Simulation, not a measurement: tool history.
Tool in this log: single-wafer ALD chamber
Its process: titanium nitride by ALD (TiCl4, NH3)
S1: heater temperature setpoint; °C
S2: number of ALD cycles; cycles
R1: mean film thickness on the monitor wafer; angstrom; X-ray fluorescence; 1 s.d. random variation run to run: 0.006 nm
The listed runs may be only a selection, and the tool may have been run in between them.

Run 1, hour 0.0: S1 385 °C, S2 47 cycles, NH3 pulse time (s) 2.38. Result: R1 12.597 angstrom.
Run 2, hour 8.8: S1 385 °C, S2 47 cycles, NH3 pulse time (s) 2.05. Result: R1 12.352 angstrom.
Run 3, hour 15.1: S1 380 °C, S2 47 cycles, NH3 pulse time (s) 1.79. Result: R1 12.144 angstrom.
Run 4, hour 16.0: S1 380 °C, S2 47 cycles, NH3 pulse time (s) 1.79. Result: R1 12.189 angstrom.
Run 5, hour 18.0: S1 376 °C, S2 47 cycles, NH3 pulse time (s) 1.59. Result: R1 11.890 angstrom.
Run 6, hour 20.3: S1 376 °C, S2 47 cycles, NH3 pulse time (s) 1.59. Result: R1 11.974 angstrom.

Run 7 comes next. What will it give?
At hour 22.3: thermocouple changed; heater temperature recalibrated.
Run 7, hour 22.3: S1 364 °C, S2 47 cycles, NH3 pulse time (s) 0.85. Result: R1 ?.

R1: 6.486 angstrom
